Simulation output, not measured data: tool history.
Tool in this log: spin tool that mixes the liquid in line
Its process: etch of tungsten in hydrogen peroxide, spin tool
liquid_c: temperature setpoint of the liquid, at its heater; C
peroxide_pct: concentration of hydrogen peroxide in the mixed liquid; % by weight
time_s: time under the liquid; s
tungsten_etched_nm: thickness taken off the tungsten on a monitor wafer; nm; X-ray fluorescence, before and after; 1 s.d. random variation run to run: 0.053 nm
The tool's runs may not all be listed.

run,hour,liquid_c,peroxide_pct,time_s,tungsten_etched_nm
1,0.0,47.0,16.5,15,11.219
2,6.9,52.5,16.5,15,15.798
3,8.8,52.5,20.0,15,17.066
4,11.2,50.5,20.0,15,15.608
5,12.1,48.5,20.0,15,13.635
6,14.8,48.5,20.0,15,13.649

Run 7 is up next; what results do you expect?
7,16.0,47.0,20.0,15,?

{"run 7": {"tungsten_etched_nm": 12.401}}
